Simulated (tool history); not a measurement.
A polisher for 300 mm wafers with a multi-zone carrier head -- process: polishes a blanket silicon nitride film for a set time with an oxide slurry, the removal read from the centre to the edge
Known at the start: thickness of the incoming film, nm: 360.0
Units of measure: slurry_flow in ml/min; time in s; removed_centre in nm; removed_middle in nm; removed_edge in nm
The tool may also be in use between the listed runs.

| run | hour | slurry_flow | centre_zone | middle_zone | edge_zone | slurry_solids | time | removed_centre | removed_middle | removed_edge |
|---|---|---|---|---|---|---|---|---|---|---|
| 1 | 0 | 150 | 1 | 1 | 1 | 1 | 41 | 29.443 | 28.613 | 28.381 |
| 2 | 1.7 | 150 | 0.97 | 1 | 1 | 1 | 41 | 28.187 | 28.902 | 28.488 |
| 3 | 6.3 | 150 | 0.92 | 1 | 1 | 1 | 41 | 26.936 | 28.538 | 28.597 |
| 4 | 14.2 | 150 | 0.87 | 1 | 1 | 1 | 41 | 25.727 | 28.695 | 28.49 |
| 5 | 19.1 | 165 | 0.94 | 1.02 | 1.04 | 1.1 | 41 | 30.152 | 31.156 | 31.039 |
| 6 | 25.8 | 175 | 0.97 | 1.04 | 1.07 | 1.15 | 41 | 31.815 | 32.64 | 32.109 |
| 7 | 26.5 | 180 | 1 | 1.05 | 1.09 | 1.25 | 41 | 33.839 | 34.578 | 33.74 |
| 8 | 35.3 | 190 | 1.03 | 1.05 | 1.11 | 1.3 | 41 | 36.282 | 35.526 | 34.666 |

Run 9 is up next; what results do you expect?
| 9 | 36.3 | 195 | 1.05 | 1.05 | 1.12 | 1.35 | 41 | ? | ? | ? |

removed_centre: 37.968 nm
removed_middle: 36.389 nm
removed_edge: 36.216 nm

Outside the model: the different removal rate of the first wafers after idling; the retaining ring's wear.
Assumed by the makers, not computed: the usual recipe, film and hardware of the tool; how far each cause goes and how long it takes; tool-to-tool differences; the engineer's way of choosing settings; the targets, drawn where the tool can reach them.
